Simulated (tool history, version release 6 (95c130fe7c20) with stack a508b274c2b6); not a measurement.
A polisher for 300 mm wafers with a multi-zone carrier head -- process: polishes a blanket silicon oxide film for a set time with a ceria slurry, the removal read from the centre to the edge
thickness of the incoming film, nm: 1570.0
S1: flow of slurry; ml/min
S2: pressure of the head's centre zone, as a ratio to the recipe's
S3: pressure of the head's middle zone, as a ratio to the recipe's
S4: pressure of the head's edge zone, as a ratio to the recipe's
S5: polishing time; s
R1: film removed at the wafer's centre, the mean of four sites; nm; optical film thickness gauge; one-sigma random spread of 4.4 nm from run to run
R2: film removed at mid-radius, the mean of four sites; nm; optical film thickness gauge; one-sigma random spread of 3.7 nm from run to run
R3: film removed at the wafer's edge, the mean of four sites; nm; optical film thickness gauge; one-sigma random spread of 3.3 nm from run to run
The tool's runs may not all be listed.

run  hour   S1    S2    S3    S4  S5      R1      R2      R3
  1   0.0  305  1.00  1.00  1.00  31  202.57  215.64  215.22
  2   4.7  310  1.03  1.05  1.02  34  227.14  247.78  241.87
  3  10.6  315  1.06  1.09  1.03  36  254.89  269.46  251.30
  4  14.8  315  1.06  1.11  1.05  38  267.76  291.31  270.88
  5  16.8  315  1.07  1.12  1.06  39  269.13  301.75  274.43
  6  21.2  315  1.07  1.06  1.06  39  273.86  286.39  282.66
  7  22.5  320  1.07  1.08  1.06  40  281.60  293.24  283.62

Forecast run 8:
  8  30.5  315  1.04  1.16  1.07  43   ?   ?   ?

R1: 298.39 nm
R2: 338.01 nm
R3: 307.37 nm
